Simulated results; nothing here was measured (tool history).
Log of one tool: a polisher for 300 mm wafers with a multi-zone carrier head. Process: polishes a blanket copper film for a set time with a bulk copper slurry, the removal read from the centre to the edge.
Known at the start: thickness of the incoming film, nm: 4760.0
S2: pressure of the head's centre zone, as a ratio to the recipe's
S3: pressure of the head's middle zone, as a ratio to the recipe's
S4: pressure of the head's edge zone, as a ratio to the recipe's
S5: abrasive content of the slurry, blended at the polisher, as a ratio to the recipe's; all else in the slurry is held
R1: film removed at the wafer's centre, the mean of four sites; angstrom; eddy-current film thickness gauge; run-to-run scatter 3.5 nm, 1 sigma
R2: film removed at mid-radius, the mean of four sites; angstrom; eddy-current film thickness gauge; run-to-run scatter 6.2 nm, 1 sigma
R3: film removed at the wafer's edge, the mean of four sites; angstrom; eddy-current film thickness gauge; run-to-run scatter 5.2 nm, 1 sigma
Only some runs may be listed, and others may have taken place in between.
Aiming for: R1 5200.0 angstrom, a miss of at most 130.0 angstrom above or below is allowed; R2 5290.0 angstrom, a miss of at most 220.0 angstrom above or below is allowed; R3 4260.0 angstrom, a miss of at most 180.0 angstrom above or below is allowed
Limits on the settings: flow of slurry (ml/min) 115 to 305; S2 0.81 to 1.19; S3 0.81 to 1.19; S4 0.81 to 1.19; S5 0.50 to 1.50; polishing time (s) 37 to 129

{"run": 1, "hour": 0.0, "flow of slurry (ml/min)": 195, "S2": 1.0, "S3": 1.0, "S4": 1.0, "S5": 1.0, "polishing time (s)": 83, "R1": 6335.8, "R2": 6324.9, "R3": 6021.9}
{"run": 2, "hour": 1.4, "flow of slurry (ml/min)": 195, "S2": 1.0, "S3": 1.0, "S4": 1.0, "S5": 1.0, "polishing time (s)": 91, "R1": 6933.3, "R2": 6975.3, "R3": 6572.5}
{"run": 3, "hour": 3.4, "flow of slurry (ml/min)": 195, "S2": 1.01, "S3": 1.01, "S4": 0.98, "S5": 0.95, "polishing time (s)": 88, "R1": 6605.9, "R2": 6459.6, "R3": 6271.5}
{"run": 4, "hour": 6.9, "flow of slurry (ml/min)": 215, "S2": 1.01, "S3": 1.01, "S4": 0.98, "S5": 0.95, "polishing time (s)": 88, "R1": 6804.3, "R2": 6582.0, "R3": 6317.0}
{"run": 5, "hour": 11.2, "flow of slurry (ml/min)": 215, "S2": 1.01, "S3": 1.01, "S4": 0.98, "S5": 1.05, "polishing time (s)": 88, "R1": 7027.0, "R2": 6858.8, "R3": 6593.6}
{"run": 6, "hour": 14.4, "flow of slurry (ml/min)": 205, "S2": 1.02, "S3": 1.03, "S4": 0.97, "S5": 1.0, "polishing time (s)": 87, "R1": 6842.7, "R2": 6651.4, "R3": 6245.3}
{"run": 7, "hour": 23.1, "flow of slurry (ml/min)": 195, "S2": 1.02, "S3": 1.05, "S4": 0.95, "S5": 0.95, "polishing time (s)": 86, "R1": 6611.1, "R2": 6688.4, "R3": 6103.6}
{"run": 8, "hour": 31.9, "flow of slurry (ml/min)": 195, "S2": 1.03, "S3": 1.07, "S4": 0.93, "S5": 0.9, "polishing time (s)": 84, "R1": 6457.1, "R2": 6589.6, "R3": 5864.1}
{"run": 9, "hour": 35.6, "flow of slurry (ml/min)": 195, "S2": 1.04, "S3": 1.08, "S4": 0.92, "S5": 0.85, "polishing time (s)": 82, "R1": 6282.4, "R2": 6279.2, "R3": 5560.3}
{"run": 10, "hour": 44.0, "flow of slurry (ml/min)": 195, "S2": 1.04, "S3": 1.08, "S4": 0.92, "S5": 0.85, "polishing time (s)": 82, "R1": 6236.1, "R2": 6284.1, "R3": 5538.4}
{"run": 11, "hour": 51.8, "flow of slurry (ml/min)": 195, "S2": 1.04, "S3": 1.08, "S4": 0.92, "S5": 0.85, "polishing time (s)": 82, "R1": 6288.7, "R2": 6275.0, "R3": 5485.6}
{"run": 12, "hour": 59.0, "flow of slurry (ml/min)": 195, "S2": 1.04, "S3": 1.08, "S4": 0.92, "S5": 0.85, "polishing time (s)": 82, "R1": 6167.0, "R2": 6353.3, "R3": 5527.7}
{"run": 13, "hour": 62.4, "flow of slurry (ml/min)": 195, "S2": 1.05, "S3": 1.08, "S4": 0.91, "S5": 0.8, "polishing time (s)": 81, "R1": 6048.2, "R2": 6118.1, "R3": 5228.4}
{"run": 14, "hour": 68.8, "flow of slurry (ml/min)": 190, "S2": 1.05, "S3": 1.07, "S4": 0.9, "S5": 0.75, "polishing time (s)": 81, "R1": 5931.1, "R2": 5894.7, "R3": 5108.9}
{"run": 15, "hour": 75.0, "flow of slurry (ml/min)": 190, "S2": 1.05, "S3": 1.07, "S4": 0.9, "S5": 0.75, "polishing time (s)": 81, "R1": 5958.4, "R2": 5916.7, "R3": 5160.6}
{"run": 16, "hour": 78.3, "flow of slurry (ml/min)": 190, "S2": 1.05, "S3": 1.07, "S4": 0.89, "S5": 0.7, "polishing time (s)": 80, "R1": 5718.7, "R2": 5632.3, "R3": 4981.9}
{"run": 17, "hour": 80.1, "flow of slurry (ml/min)": 185, "S2": 1.05, "S3": 1.08, "S4": 0.88, "S5": 0.7, "polishing time (s)": 80, "R1": 5694.6, "R2": 5763.5, "R3": 4916.4}
{"run": 18, "hour": 83.1, "flow of slurry (ml/min)": 180, "S2": 1.05, "S3": 1.08, "S4": 0.87, "S5": 0.7, "polishing time (s)": 80, "R1": 5648.1, "R2": 5741.7, "R3": 4926.4}
{"run": 19, "hour": 90.6, "flow of slurry (ml/min)": 180, "S2": 1.05, "S3": 1.08, "S4": 0.87, "S5": 0.7, "polishing time (s)": 80, "R1": 5660.8, "R2": 5810.6, "R3": 4912.5}
{"run": 20, "hour": 95.9, "flow of slurry (ml/min)": 175, "S2": 1.05, "S3": 1.08, "S4": 0.86, "S5": 0.7, "polishing time (s)": 80, "R1": 5631.6, "R2": 5624.8, "R3": 4938.0}
{"run": 21, "hour": 101.0, "flow of slurry (ml/min)": 205, "S2": 1.09, "S3": 1.15, "S4": 0.81, "S5": 0.5, "polishing time (s)": 70, "R1": 4672.7, "R2": 4806.5, "R3": 3733.2}
{"run": 22, "hour": 102.2, "flow of slurry (ml/min)": 205, "S2": 1.09, "S3": 1.15, "S4": 0.83, "S5": 0.5, "polishing time (s)": 70, "R1": 4637.8, "R2": 4743.5, "R3": 3748.0}
{"run": 23, "hour": 110.4, "flow of slurry (ml/min)": 205, "S2": 1.09, "S3": 1.15, "S4": 0.83, "S5": 0.5, "polishing time (s)": 70, "R1": 4648.9, "R2": 4836.1, "R3": 3746.4}
{"run": 24, "hour": 114.6, "flow of slurry (ml/min)": 205, "S2": 1.09, "S3": 1.15, "S4": 0.84, "S5": 0.5, "polishing time (s)": 70, "R1": 4661.8, "R2": 4781.8, "R3": 3819.9}

Which single option among these 4 for the next run brings every result within its allowed miss of target? Just one does.
{"run": "A", "hour": 118.8, "flow of slurry (ml/min)": 150, "S2": 0.98, "S3": 1.19, "S4": 0.97, "S5": 0.5, "polishing time (s)": 86, "R1": "?", "R2": "?", "R3": "?"}
{"run": "B", "hour": 118.8, "flow of slurry (ml/min)": 200, "S2": 1.06, "S3": 1.18, "S4": 0.89, "S5": 0.6, "polishing time (s)": 71, "R1": "?", "R2": "?", "R3": "?"}
{"run": "C", "hour": 118.8, "flow of slurry (ml/min)": 170, "S2": 1.09, "S3": 1.07, "S4": 0.94, "S5": 0.55, "polishing time (s)": 73, "R1": "?", "R2": "?", "R3": "?"}
{"run": "D", "hour": 118.8, "flow of slurry (ml/min)": 220, "S2": 1.13, "S3": 1.19, "S4": 0.92, "S5": 0.6, "polishing time (s)": 70, "R1": "?", "R2": "?", "R3": "?"}

move=A R1=4925.2 R2=5824.4 R3=4713.2
move=B R1=4937.3 R2=5344.2 R3=4157.7
move=C R1=4913.3 R2=4777.4 R3=4165.7
move=D R1=5251.5 R2=5374.3 R3=4192.8
A: moves toward the targets from the last run without getting all of them in spec
B: moves toward the targets from the last run without getting all of them in spec
C: moves toward the targets from the last run without getting all of them in spec
D: every result lands within tolerance
D meets every target.
